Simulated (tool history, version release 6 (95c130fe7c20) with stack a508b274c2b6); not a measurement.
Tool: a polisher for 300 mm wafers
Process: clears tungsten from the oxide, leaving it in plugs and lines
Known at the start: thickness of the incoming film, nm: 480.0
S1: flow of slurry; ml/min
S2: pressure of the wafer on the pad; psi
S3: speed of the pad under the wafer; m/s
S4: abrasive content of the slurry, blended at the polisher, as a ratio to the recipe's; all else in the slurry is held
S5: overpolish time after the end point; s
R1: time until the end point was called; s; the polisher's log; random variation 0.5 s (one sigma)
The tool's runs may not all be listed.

run	hour	S1	S2	S3	S4	S5	R1
1	0.0	250	4.6	0.96	1.0	26	73.830
2	2.3	250	5.1	0.96	1.0	26	66.105
3	10.1	250	5.5	0.96	1.0	26	62.565
4	11.6	250	6.1	0.96	1.0	26	56.708
5	16.9	285	6.1	0.96	1.0	26	55.014
6	25.1	335	6.1	0.96	1.0	26	55.654
7	31.4	335	7.2	0.98	1.0	26	46.915

Forecast run 8:
8	38.3	335	7.2	1.00	1.0	26	?

R1: 46.960 s
